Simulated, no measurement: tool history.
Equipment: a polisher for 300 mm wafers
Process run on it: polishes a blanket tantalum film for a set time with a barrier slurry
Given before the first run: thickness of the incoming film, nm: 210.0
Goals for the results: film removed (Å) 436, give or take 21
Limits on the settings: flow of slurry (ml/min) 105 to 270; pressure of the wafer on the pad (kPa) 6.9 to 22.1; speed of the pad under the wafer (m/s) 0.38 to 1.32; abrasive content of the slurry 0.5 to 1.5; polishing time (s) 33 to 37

| run | day | flow of slurry (ml/min) | pressure of the wafer on the pad (kPa) | speed of the pad under the wafer (m/s) | abrasive content of the slurry | polishing time (s) | film removed (Å) |
|---|---|---|---|---|---|---|---|
| 1 | 0 | 175 | 14.5 | 0.84 | 1 | 37 | 514.77 |
| 2 | 0.267 | 175 | 13.8 | 0.84 | 1 | 37 | 487.18 |
| 3 | 0.375 | 150 | 13.8 | 0.84 | 1 | 37 | 476.28 |
| 4 | 0.592 | 150 | 13.8 | 0.84 | 1.2 | 37 | 502.83 |
| 5 | 0.692 | 150 | 13.1 | 0.84 | 1.2 | 37 | 485.73 |
| 6 | 0.804 | 150 | 13.1 | 0.98 | 1.2 | 37 | 548.41 |
| 7 | 1.008 | 150 | 12.4 | 0.98 | 1.2 | 37 | 520.48 |
| 8 | 1.171 | 150 | 12.4 | 0.98 | 1.2 | 37 | 513.09 |
|  | 1.45 | slurry blender recalibrated |
| 9 | 1.45 | 150 | 11.7 | 0.98 | 1.2 | 37 | 514.44 |
| 10 | 1.725 | 150 | 11 | 0.98 | 1.2 | 37 | 492.65 |

Below are 5 possible settings for the next run. Only one of them brings all results inside the allowed miss of their targets. Which is it?
| A | 2 | 140 | 12.4 | 0.9 | 1.2 | 35 | ? |
| B | 2 | 155 | 11.7 | 0.88 | 1.15 | 34 | ? |
| C | 2 | 185 | 11 | 1.06 | 1.35 | 33 | ? |
| D | 2 | 180 | 11 | 0.92 | 1.2 | 37 | ? |
| E | 2 | 125 | 11.7 | 1.06 | 1.45 | 33 | ? |

| move | film removed (Å) |
|---|---|
| A | 470.91 |
| B | 426.42 |
| C | 484.29 |
| D | 467.59 |
| E | 494.93 |
A: nearer than the last run, and not there yet
B: hits every target within its allowed miss
C: nearer than the last run, and not there yet
D: nearer than the last run, and not there yet
E: no better and no worse than the last run
B meets every target.

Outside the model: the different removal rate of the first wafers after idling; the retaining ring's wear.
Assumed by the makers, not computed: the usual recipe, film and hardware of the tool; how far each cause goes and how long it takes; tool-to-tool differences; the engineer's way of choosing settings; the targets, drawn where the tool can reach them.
